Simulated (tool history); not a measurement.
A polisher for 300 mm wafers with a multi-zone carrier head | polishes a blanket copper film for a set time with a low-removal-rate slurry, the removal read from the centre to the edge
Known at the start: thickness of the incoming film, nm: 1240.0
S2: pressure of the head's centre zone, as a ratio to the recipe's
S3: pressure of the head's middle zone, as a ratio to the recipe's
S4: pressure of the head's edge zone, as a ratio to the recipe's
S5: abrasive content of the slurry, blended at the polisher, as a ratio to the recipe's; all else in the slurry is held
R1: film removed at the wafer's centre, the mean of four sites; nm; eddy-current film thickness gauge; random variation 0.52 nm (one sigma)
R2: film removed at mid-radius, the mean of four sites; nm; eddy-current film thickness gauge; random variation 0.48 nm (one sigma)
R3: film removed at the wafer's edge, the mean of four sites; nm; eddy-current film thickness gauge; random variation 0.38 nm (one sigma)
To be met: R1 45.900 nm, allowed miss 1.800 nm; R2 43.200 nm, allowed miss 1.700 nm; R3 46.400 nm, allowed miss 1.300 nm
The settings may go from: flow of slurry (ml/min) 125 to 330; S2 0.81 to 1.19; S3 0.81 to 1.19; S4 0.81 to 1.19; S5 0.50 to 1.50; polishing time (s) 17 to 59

Run 1, hour 0.0: flow of slurry (ml/min) 210, S2 1.00, S3 1.00, S4 1.00, S5 1.00, polishing time (s) 38. Result: R1 84.918 nm, R2 86.375 nm, R3 84.761 nm.
Run 2, hour 7.3: flow of slurry (ml/min) 200, S2 0.98, S3 0.96, S4 0.97, S5 0.85, polishing time (s) 33. Result: R1 68.815 nm, R2 65.466 nm, R3 68.929 nm.
Run 3, hour 14.5: flow of slurry (ml/min) 200, S2 1.04, S3 0.96, S4 0.97, S5 0.85, polishing time (s) 33. Result: R1 72.809 nm, R2 67.330 nm, R3 68.856 nm.
Run 4, hour 19.5: flow of slurry (ml/min) 195, S2 1.00, S3 0.96, S4 0.94, S5 0.75, polishing time (s) 31. Result: R1 61.488 nm, R2 60.962 nm, R3 62.090 nm.
At hour 25.6: worn pad replaced by a new one.
Run 5, hour 25.6: flow of slurry (ml/min) 195, S2 0.97, S3 0.96, S4 0.94, S5 0.75, polishing time (s) 31. Result: R1 68.270 nm, R2 68.860 nm, R3 68.633 nm.
Run 6, hour 30.2: flow of slurry (ml/min) 180, S2 1.00, S3 0.96, S4 0.97, S5 0.70, polishing time (s) 28. Result: R1 61.940 nm, R2 60.339 nm, R3 62.060 nm.
Run 7, hour 36.5: flow of slurry (ml/min) 180, S2 0.99, S3 0.93, S4 0.93, S5 0.65, polishing time (s) 26. Result: R1 56.330 nm, R2 53.342 nm, R3 54.821 nm.
Run 8, hour 44.2: flow of slurry (ml/min) 175, S2 0.95, S3 0.90, S4 0.90, S5 0.60, polishing time (s) 25. Result: R1 49.586 nm, R2 48.213 nm, R3 51.253 nm.
Run 9, hour 45.8: flow of slurry (ml/min) 175, S2 0.95, S3 0.89, S4 0.88, S5 0.60, polishing time (s) 25. Result: R1 48.889 nm, R2 47.475 nm, R3 50.170 nm.

4 next moves are on the table. One of them brings every result within its allowed miss. Which?
Run A, hour 47.4: flow of slurry (ml/min) 265, S2 0.97, S3 1.02, S4 0.84, S5 0.55, polishing time (s) 24. Result: R1 ?, R2 ?, R3 ?.
Run B, hour 47.4: flow of slurry (ml/min) 155, S2 0.86, S3 0.87, S4 0.91, S5 0.55, polishing time (s) 28. Result: R1 ?, R2 ?, R3 ?.
Run C, hour 47.4: flow of slurry (ml/min) 150, S2 0.93, S3 0.81, S4 0.96, S5 0.60, polishing time (s) 26. Result: R1 ?, R2 ?, R3 ?.
Run D, hour 47.4: flow of slurry (ml/min) 125, S2 0.96, S3 0.88, S4 0.85, S5 0.70, polishing time (s) 24. Result: R1 ?, R2 ?, R3 ?.

move      R1      R2      R3
   A  50.989  53.296  47.661
   B  47.799  49.959  54.208
   C  48.875  44.562  52.740
   D  46.228  43.946  46.540
A: brings the result that was furthest off to its target, and leaves another outside
B: further off than the last run
C: further off than the last run
D: meets every target
The right move is D.

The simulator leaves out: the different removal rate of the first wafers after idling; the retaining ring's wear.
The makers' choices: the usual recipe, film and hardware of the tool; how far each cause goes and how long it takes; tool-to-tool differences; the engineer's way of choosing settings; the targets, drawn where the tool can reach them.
